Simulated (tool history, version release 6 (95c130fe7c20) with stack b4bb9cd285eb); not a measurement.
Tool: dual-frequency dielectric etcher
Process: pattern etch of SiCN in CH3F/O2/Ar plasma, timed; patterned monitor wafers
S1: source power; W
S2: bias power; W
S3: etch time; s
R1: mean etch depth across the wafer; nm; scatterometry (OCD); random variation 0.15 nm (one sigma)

run 1 hour=0 | S1=470 S2=89 S3=76.5 | R1=29.651
run 2 hour=4.5 | S1=470 S2=89 S3=80 | R1=30.958
run 3 hour=13.3 | S1=470 S2=89 S3=76.5 | R1=29.743
run 4 hour=14.2 | S1=490 S2=90 S3=76.5 | R1=30.509
run 5 hour=22 | S1=500 S2=90 S3=76.5 | R1=30.636
run 6 hour=27 | S1=500 S2=90 S3=76.5 | R1=30.591

The next listed run, before its measurement:
run 7 hour=30.1 | S1=510 S2=91 S3=76.5 | R1=?

{"run 7": {"R1": 30.8}}
